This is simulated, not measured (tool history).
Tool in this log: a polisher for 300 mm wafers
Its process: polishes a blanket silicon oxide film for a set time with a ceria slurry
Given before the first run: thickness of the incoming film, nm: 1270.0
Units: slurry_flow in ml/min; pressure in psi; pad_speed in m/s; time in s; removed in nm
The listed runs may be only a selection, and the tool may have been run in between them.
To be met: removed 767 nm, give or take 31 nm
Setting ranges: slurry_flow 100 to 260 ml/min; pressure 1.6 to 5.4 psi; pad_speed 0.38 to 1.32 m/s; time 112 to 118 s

run	day	slurry_flow	pressure	pad_speed	time	removed
1	0	165	3.5	0.84	112	441.54
2	0.125	165	3.5	0.84	112	442.56
3	0.292	130	3.5	0.84	112	426.22
4	0.667	130	3.5	0.62	112	316.87
5	1.017	130	3.5	0.62	112	309.85
6	1.138	135	3.9	0.68	112	380.21
7	1.246	140	4.2	0.72	112	426.95
8	1.275	145	4.5	0.76	112	481.8
9	1.5	150	4.7	0.8	112	523.89
10	1.742	155	4.9	0.84	112	575.92
11	2.062	160	5	0.86	112	599.8
12	2.242	160	5	0.86	112	597.6
13	2.55	160	5.1	0.88	112	624.22

Exactly one of the 5 candidate moves below puts every result within its allowed miss. Which one?
A	2.858	165	5.4	0.96	118	?
B	2.858	190	5.4	1.04	118	?
C	2.858	165	4.4	1.02	118	?
D	2.858	175	5.4	1.08	118	?
E	2.858	175	5.1	0.96	115	?

move	removed
A	757.42
B	834.59
C	677.15
D	856.58
E	709.12
A: all results land within tolerance of their targets
B: takes the result that was furthest off past its target
C: nearer than the last run, and not there yet
D: takes the result that was furthest off past its target
E: nearer than the last run, and not there yet
Move A is the one to make.
